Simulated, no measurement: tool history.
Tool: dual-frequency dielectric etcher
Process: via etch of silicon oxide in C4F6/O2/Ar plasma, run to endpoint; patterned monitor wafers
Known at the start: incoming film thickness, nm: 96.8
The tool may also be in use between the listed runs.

{"run": 1, "hour": 0.0, "bias power (kW)": 0.484, "source power (kW)": 0.37, "Ar flow (sccm)": 232, "endpoint time (s)": 22.273}
{"run": 2, "hour": 2.1, "bias power (kW)": 0.429, "source power (kW)": 0.37, "Ar flow (sccm)": 232, "endpoint time (s)": 23.713}
{"run": 3, "hour": 4.5, "bias power (kW)": 0.463, "source power (kW)": 0.37, "Ar flow (sccm)": 232, "endpoint time (s)": 22.816}
{"run": 4, "hour": 9.2, "bias power (kW)": 0.463, "source power (kW)": 0.34, "Ar flow (sccm)": 232, "endpoint time (s)": 23.556}
{"run": 5, "hour": 14.6, "bias power (kW)": 0.497, "source power (kW)": 0.34, "Ar flow (sccm)": 232, "endpoint time (s)": 22.818}
{"run": 6, "hour": 20.2, "bias power (kW)": 0.497, "source power (kW)": 0.34, "Ar flow (sccm)": 264, "endpoint time (s)": 23.027}

Run 7 comes next. What will it give?
{"run": 7, "hour": 27.2, "bias power (kW)": 0.527, "source power (kW)": 0.34, "Ar flow (sccm)": 264, "endpoint time (s)": "?"}

Run 7 gave endpoint time (s) 22.524.
